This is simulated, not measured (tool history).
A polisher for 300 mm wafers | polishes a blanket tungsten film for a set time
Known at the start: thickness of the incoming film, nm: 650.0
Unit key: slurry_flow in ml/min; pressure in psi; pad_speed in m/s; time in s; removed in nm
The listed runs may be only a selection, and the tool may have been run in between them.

{"run": 1, "day": 0.0, "slurry_flow": 170, "pressure": 4.5, "pad_speed": 0.84, "slurry_solids": 1, "time": 26, "removed": 111.02}
{"run": 2, "day": 0.308, "slurry_flow": 165, "pressure": 4.3, "pad_speed": 0.84, "slurry_solids": 1, "time": 26, "removed": 106.03}
{"run": 3, "day": 0.346, "slurry_flow": 165, "pressure": 4.1, "pad_speed": 0.84, "slurry_solids": 1, "time": 26, "removed": 100.96}
{"run": 4, "day": 0.671, "slurry_flow": 165, "pressure": 4.1, "pad_speed": 0.76, "slurry_solids": 1, "time": 26, "removed": 92.158}
{"run": 5, "day": 0.875, "slurry_flow": 165, "pressure": 4, "pad_speed": 0.76, "slurry_solids": 1, "time": 26, "removed": 90.421}
{"run": 6, "day": 1.033, "slurry_flow": 165, "pressure": 4, "pad_speed": 0.86, "slurry_solids": 1, "time": 26, "removed": 100.96}
{"run": 7, "day": 1.179, "slurry_flow": 165, "pressure": 3.8, "pad_speed": 0.86, "slurry_solids": 1, "time": 26, "removed": 96.087}
{"run": 8, "day": 1.312, "slurry_flow": 165, "pressure": 3.7, "pad_speed": 0.86, "slurry_solids": 1, "time": 26, "removed": 93.148}
{"run": 9, "day": 1.425, "slurry_flow": 165, "pressure": 3.6, "pad_speed": 0.86, "slurry_solids": 1, "time": 26, "removed": 92.071}
{"run": 10, "day": 1.625, "slurry_flow": 165, "pressure": 3.5, "pad_speed": 0.86, "slurry_solids": 1, "time": 26, "removed": 89.782}
{"run": 11, "day": 1.796, "slurry_flow": 145, "pressure": 2.7, "pad_speed": 0.86, "slurry_solids": 1, "time": 26, "removed": 67.16}
{"run": 12, "day": 1.862, "slurry_flow": 150, "pressure": 2.7, "pad_speed": 0.86, "slurry_solids": 1, "time": 26, "removed": 67.766}

Run 13 is up next; what results do you expect?
{"run": 13, "day": 2.108, "slurry_flow": 155, "pressure": 2.7, "pad_speed": 0.86, "slurry_solids": 1, "time": 26, "removed": "?"}

removed: 69.139 nm
